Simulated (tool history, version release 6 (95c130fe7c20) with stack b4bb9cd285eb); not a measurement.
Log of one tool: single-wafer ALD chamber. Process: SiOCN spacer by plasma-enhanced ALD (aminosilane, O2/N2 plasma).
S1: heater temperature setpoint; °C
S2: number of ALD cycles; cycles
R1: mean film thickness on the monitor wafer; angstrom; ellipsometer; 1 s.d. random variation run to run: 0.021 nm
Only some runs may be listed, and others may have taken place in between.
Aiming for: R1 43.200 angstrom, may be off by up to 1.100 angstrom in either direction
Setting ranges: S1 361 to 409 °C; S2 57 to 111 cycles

run	hour	S1	S2	R1
1	0.0	385	84	53.432
2	7.2	385	82	52.346
3	8.6	390	82	51.530
4	13.3	380	82	51.990
5	21.8	380	78	49.683
6	23.7	384	78	49.378
7	25.3	384	77	48.907
8	32.0	384	76	48.181
9	39.6	384	66	41.971

5 candidate next runs follow, results not yet known. Just one meets every target within its allowed miss. Identify it.
A	47.2	378	64	?
B	47.2	385	64	?
C	47.2	381	61	?
D	47.2	383	68	?
E	47.2	389	63	?

move	R1
A	40.525
B	40.525
C	38.625
D	43.058
E	39.892
A: the biggest miss grows against the last run
B: the biggest miss grows against the last run
C: the biggest miss grows against the last run
D: every result lands within tolerance
E: the biggest miss grows against the last run
D meets every target.
